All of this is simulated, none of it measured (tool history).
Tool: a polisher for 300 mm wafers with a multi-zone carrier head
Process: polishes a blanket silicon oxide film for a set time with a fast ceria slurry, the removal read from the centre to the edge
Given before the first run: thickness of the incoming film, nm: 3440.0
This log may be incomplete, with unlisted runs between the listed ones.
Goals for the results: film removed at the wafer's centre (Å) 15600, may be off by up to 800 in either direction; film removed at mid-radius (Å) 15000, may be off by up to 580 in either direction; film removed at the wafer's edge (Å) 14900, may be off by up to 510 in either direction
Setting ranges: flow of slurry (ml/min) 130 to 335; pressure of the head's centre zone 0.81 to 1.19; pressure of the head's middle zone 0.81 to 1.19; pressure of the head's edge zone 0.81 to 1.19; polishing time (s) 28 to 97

| run | hour | flow of slurry (ml/min) | pressure of the head's centre zone | pressure of the head's middle zone | pressure of the head's edge zone | polishing time (s) | film removed at the wafer's centre (Å) | film removed at mid-radius (Å) | film removed at the wafer's edge (Å) |
|---|---|---|---|---|---|---|---|---|---|
| 1 | 0.0 | 215 | 1.00 | 1.00 | 1.00 | 62 | 11950 | 12433 | 11847 |
| 2 | 4.9 | 215 | 1.00 | 1.00 | 0.97 | 62 | 11941 | 12327 | 12018 |
| 3 | 10.1 | 220 | 1.01 | 1.00 | 0.97 | 64 | 12337 | 12779 | 12401 |
| 4 | 14.2 | 225 | 1.02 | 1.00 | 0.97 | 66 | 12826 | 13293 | 12782 |
| 5 | 20.9 | 225 | 1.03 | 0.99 | 0.97 | 67 | 13340 | 13538 | 12792 |
| 6 | 23.9 | 225 | 1.03 | 0.99 | 0.97 | 55 | 10436 | 11165 | 10619 |
| 7 | 29.4 | 220 | 1.03 | 0.99 | 0.97 | 58 | 11361 | 11595 | 11066 |
| 8 | 36.1 | 220 | 1.03 | 0.99 | 0.97 | 61 | 11758 | 12268 | 11667 |
| 9 | 36.7 | 220 | 1.03 | 0.98 | 0.97 | 63 | 12199 | 12509 | 11902 |
| 10 | 45.7 | 210 | 1.02 | 0.98 | 0.99 | 65 | 12479 | 12664 | 12541 |
| 11 | 50.9 | 210 | 1.03 | 0.98 | 0.99 | 67 | 12861 | 13118 | 12980 |
| 12 | 54.1 | 215 | 1.04 | 0.97 | 0.99 | 68 | 13292 | 13542 | 13127 |
| 13 | 58.9 | 210 | 1.05 | 0.96 | 0.99 | 69 | 13537 | 13331 | 13103 |
| 14 | 60.2 | 210 | 1.05 | 0.96 | 1.00 | 70 | 13743 | 13793 | 13430 |
| 15 | 61.2 | 210 | 1.05 | 0.95 | 1.00 | 71 | 14051 | 13681 | 13793 |
| 16 | 62.4 | 215 | 1.06 | 0.95 | 1.01 | 71 | 14392 | 13854 | 14066 |
| 17 | 70.4 | 220 | 1.06 | 0.96 | 1.01 | 71 | 14212 | 13717 | 13679 |
| 18 | 74.7 | 220 | 1.06 | 0.96 | 1.01 | 72 | 14095 | 14015 | 14013 |
| 19 | 79.1 | 220 | 1.06 | 0.96 | 1.01 | 73 | 14474 | 14518 | 14007 |

Which one of the following 4 next-run settings gets every result inside its allowed miss? There is exactly one.
| A | 83.5 | 330 | 1.04 | 1.06 | 0.98 | 65 | ? | ? | ? |
| B | 83.5 | 170 | 1.09 | 0.98 | 0.98 | 79 | ? | ? | ? |
| C | 83.5 | 240 | 1.03 | 0.98 | 1.03 | 68 | ? | ? | ? |
| D | 83.5 | 335 | 1.16 | 0.92 | 0.86 | 69 | ? | ? | ? |

| move | film removed at the wafer's centre (Å) | film removed at mid-radius (Å) | film removed at the wafer's edge (Å) |
|---|---|---|---|
| A | 13484 | 14561 | 12870 |
| B | 15353 | 15368 | 14648 |
| C | 13476 | 13968 | 13428 |
| D | 15524 | 14096 | 12938 |
A: its largest miss is bigger than the last run's
B: hits every target within its allowed miss
C: its largest miss is bigger than the last run's
D: its largest miss is bigger than the last run's
The right move is B.
